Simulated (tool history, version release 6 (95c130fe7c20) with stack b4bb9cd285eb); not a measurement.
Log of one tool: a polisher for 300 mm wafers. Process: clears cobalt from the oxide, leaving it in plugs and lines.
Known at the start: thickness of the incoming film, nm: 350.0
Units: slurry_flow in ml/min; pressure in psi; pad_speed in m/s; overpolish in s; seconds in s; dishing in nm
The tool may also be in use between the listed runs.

run  hour  slurry_flow  pressure  pad_speed  overpolish  seconds  dishing
  1     0          150         2       1.24           8   51.542   35.002
  2   6.8          150         2       1.24          10   52.218   39.471
  3  13.2          150       1.8       1.24          10   58.256   36.537
  4  21.6          150       1.8       1.52          10   49.526   41.588
  5    23          150       1.6       1.52          10     55.3   37.275
     31.7  -- head pressure recalibrated
  6  31.7          150       1.5       1.52           9   62.198   33.561
  7  36.8          150       1.5       1.52           9   63.937   33.428
  8  39.5          155       1.5       1.48           7   64.354   28.075
  9  44.4          155       1.5       1.48           6   64.194   24.325

Forecast run 10:
 10  51.2          155       1.4       1.48           5        ?        ?

seconds: 68.874 s
dishing: 20.388 nm
